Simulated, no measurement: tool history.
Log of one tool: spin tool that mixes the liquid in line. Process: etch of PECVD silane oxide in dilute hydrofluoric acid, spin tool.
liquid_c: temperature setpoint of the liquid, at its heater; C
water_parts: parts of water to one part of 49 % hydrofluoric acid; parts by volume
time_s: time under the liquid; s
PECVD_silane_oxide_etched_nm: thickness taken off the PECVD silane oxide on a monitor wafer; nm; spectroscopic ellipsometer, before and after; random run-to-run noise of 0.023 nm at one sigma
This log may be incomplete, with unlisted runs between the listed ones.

run	hour	liquid_c	water_parts	time_s	PECVD_silane_oxide_etched_nm
1	0	23	110	25	4.9626
2	2.9	22	110	25	4.8032
3	7.9	22	110	25	4.737
4	15.9	22	110	25	4.7625
5	18.5	22	90	25	5.9492
6	19.2	22	60	25	9.2903
7	27	21	70	25	7.5067
8	35.6	20.5	75	25	6.8753

For run 9, what comes out?
9	43.9	20	80	25	?

PECVD_silane_oxide_etched_nm: 6.3193 nm
